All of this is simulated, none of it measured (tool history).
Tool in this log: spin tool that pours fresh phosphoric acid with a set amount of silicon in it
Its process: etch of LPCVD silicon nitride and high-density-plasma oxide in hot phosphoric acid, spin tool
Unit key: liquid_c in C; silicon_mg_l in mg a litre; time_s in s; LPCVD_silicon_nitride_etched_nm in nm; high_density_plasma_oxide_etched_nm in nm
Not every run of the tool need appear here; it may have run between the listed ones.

run	hour	liquid_c	silicon_mg_l	time_s	LPCVD_silicon_nitride_etched_nm	high_density_plasma_oxide_etched_nm
1	0	161	15	180	15.357	0.86465
2	6.9	161.5	17	190	16.105	0.83748
3	8.2	161.5	17.5	200	17.402	0.94948
4	16	162	19.5	205	17.959	0.93128
5	21.2	162.5	21	210	18.757	0.95015
6	25.8	163	22	215	19.588	0.93026
7	26.8	163.5	22.5	220	20.342	1.0002
8	32.7	163.5	23	225	20.817	1.0352
9	35.8	163.5	24	230	21.199	1.0005
10	37.9	163.5	24.5	230	21.179	0.95676

Forecast run 11:
11	43.3	163.5	25	230	?	?

{"run 11": {"LPCVD_silicon_nitride_etched_nm": 21.491, "high_density_plasma_oxide_etched_nm": 0.97687}}
